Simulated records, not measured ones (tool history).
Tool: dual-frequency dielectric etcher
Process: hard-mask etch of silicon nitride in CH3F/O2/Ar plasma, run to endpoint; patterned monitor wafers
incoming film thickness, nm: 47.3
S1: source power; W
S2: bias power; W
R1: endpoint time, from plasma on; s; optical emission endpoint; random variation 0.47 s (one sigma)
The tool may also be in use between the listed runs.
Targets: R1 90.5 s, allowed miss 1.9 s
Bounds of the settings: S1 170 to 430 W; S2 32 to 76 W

run  hour   S1  S2      R1
  1     0  300  54  79.387
  2     1  330  54  76.189
  3   9.6  330  60  73.283
  4  10.3  370  60  70.028
  5  17.1  320  60  74.512
  6  18.6  320  52  77.196
  7  23.2  300  51  80.362
  8  29.5  290  50  81.981

Which of these 4 next moves meets every target?
  A  35.8  330  63   ?
  B  35.8  340  53   ?
  C  35.8  180  63   ?
  D  35.8  270  46   ?

move      R1
   A  71.837
   B  75.409
   C  90.703
   D  86.625
A: further off than the last run
B: further off than the last run
C: meets every target
D: nearer than the last run, and not there yet
Move C is the one to make.
